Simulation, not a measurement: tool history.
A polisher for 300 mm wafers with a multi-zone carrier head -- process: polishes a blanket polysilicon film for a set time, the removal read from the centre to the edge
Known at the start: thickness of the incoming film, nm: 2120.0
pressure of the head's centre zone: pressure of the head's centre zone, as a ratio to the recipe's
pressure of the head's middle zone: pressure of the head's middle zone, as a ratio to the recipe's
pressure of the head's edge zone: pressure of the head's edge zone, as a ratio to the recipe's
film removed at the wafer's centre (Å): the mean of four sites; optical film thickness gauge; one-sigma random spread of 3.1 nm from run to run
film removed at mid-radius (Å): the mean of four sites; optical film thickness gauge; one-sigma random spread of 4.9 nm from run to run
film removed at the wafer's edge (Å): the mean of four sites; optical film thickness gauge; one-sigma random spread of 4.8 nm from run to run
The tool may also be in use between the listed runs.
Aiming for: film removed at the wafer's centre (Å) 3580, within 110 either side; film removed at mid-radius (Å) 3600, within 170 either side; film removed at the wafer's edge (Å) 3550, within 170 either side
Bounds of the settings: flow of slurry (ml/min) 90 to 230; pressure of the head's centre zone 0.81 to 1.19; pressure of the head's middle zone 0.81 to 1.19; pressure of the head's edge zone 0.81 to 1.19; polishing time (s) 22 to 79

run  hour  flow of slurry (ml/min)  pressure of the head's centre zone  pressure of the head's middle zone  pressure of the head's edge zone  polishing time (s)  film removed at the wafer's centre (Å)  film removed at mid-radius (Å)  film removed at the wafer's edge (Å)
  1     0                      150                                   1                                   1                                 1                  50                                  5390.2                          5681.6                                5320.4
  2   4.5                      145                                0.99                                0.98                              0.98                  47                                  4938.5                          5166.4                                4892.2
  3  11.6                      145                                0.99                                0.93                              0.98                  47                                  4970.9                            4837                                  4834
  4  14.3                      145                                0.99                                0.85                              0.98                  47                                  4915.3                            4540                                4905.3
  5  14.8                      140                                0.98                                0.85                              0.95                  45                                  4639.1                          4294.7                                4606.7
  6    23                      140                                0.97                                0.86                              0.93                  43                                  4367.5                            4186                                4458.9
  7  27.9                      140                                0.98                                0.87                              0.92                  41                                  4254.4                          4042.5                                4185.3
  8    35                      135                                0.98                                0.87                              0.91                  40                                  4118.2                          3950.7                                3902.1
  9  38.5                      130                                0.97                                0.86                               0.9                  40                                  4007.5                          3828.1                                3877.8

5 candidate next runs follow, results not yet known. Just one meets every target within its allowed miss. Identify it.
  A    42                      115                                0.97                                1.15                              0.81                  35                                       ?                               ?                                     ?
  B    42                      130                                 0.9                                0.84                              0.88                  41                                       ?                               ?                                     ?
  C    42                      110                                0.93                                0.87                              0.81                  39                                       ?                               ?                                     ?
  D    42                      165                                0.81                                0.81                              1.01                  39                                       ?                               ?                                     ?
  E    42                      130                                1.18                                0.95                              0.84                  37                                       ?                               ?                                     ?

move  film removed at the wafer's centre (Å)  film removed at mid-radius (Å)  film removed at the wafer's edge (Å)
   A                                  3444.1                          3974.9                                3300.6
   B                                  3853.8                            3794                                4095.8
   C                                  3626.5                          3559.7                                3662.3
   D                                  3470.7                            3684                                4279.6
   E                                  4572.2                          3737.2                                  3620
A: the result that was furthest off in the last run now lies on the other side of its target
B: nearer the targets than the last run, but a result is still out of spec
C: hits every target within its allowed miss
D: gets the furthest-off result to its target, but another result is out of tolerance
E: its largest miss is bigger than the last run's
The move that meets every target is C.
